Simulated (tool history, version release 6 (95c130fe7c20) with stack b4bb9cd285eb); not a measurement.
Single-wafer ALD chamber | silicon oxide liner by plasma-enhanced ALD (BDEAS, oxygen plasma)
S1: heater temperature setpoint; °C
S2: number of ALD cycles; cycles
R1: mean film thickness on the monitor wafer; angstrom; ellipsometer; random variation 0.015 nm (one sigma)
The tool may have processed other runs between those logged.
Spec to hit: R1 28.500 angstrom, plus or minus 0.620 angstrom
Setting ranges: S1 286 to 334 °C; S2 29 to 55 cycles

{"run": 1, "hour": 0.0, "S1": 310, "S2": 42, "R1": 39.149}
{"run": 2, "hour": 5.6, "S1": 317, "S2": 38, "R1": 35.207}
{"run": 3, "hour": 13.9, "S1": 318, "S2": 35, "R1": 32.175}
{"run": 4, "hour": 21.5, "S1": 318, "S2": 34, "R1": 31.306}
{"run": 5, "hour": 28.4, "S1": 318, "S2": 40, "R1": 36.564}
{"run": 6, "hour": 29.9, "S1": 307, "S2": 40, "R1": 37.605}
{"run": 7, "hour": 34.1, "S1": 309, "S2": 37, "R1": 34.484}
{"run": 8, "hour": 35.0, "S1": 309, "S2": 37, "R1": 34.511}
{"run": 9, "hour": 41.2, "S1": 310, "S2": 35, "R1": 32.496}
{"run": 10, "hour": 45.2, "S1": 310, "S2": 34, "R1": 31.401}

Pick the move, out of 5, that brings all results within their allowed miss; only one does.
{"run": "A", "hour": 49.2, "S1": 315, "S2": 33, "R1": "?"}
{"run": "B", "hour": 49.2, "S1": 306, "S2": 32, "R1": "?"}
{"run": "C", "hour": 49.2, "S1": 305, "S2": 32, "R1": "?"}
{"run": "D", "hour": 49.2, "S1": 309, "S2": 32, "R1": "?"}
{"run": "E", "hour": 49.2, "S1": 319, "S2": 31, "R1": "?"}

move=A R1=30.618
move=B R1=30.063
move=C R1=30.105
move=D R1=29.939
move=E R1=28.602
A: better than the last run, though not everything is in spec
B: better than the last run, though not everything is in spec
C: better than the last run, though not everything is in spec
D: better than the last run, though not everything is in spec
E: each result inside its tolerance
E meets every target.
